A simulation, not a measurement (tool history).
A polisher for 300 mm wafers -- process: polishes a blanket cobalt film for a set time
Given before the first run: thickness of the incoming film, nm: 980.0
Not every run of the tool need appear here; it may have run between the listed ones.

run	hour	flow of slurry (ml/min)	pressure of the wafer on the pad (kPa)	speed of the pad under the wafer (m/s)	polishing time (s)	film removed (angstrom)
1	0	295	15.2	0.84	53	2655.6
2	4.2	295	15.2	1	53	3197.4
3	5.4	295	11	1	53	2554.9
4	8.8	295	12.4	1	53	2760.7
5	11.8	225	12.4	1	53	2694.7
6	14.4	225	11	0.96	53	2381

For run 7, what comes out?
7	20.8	225	10.3	0.94	53	?

film removed (angstrom): 2249.7
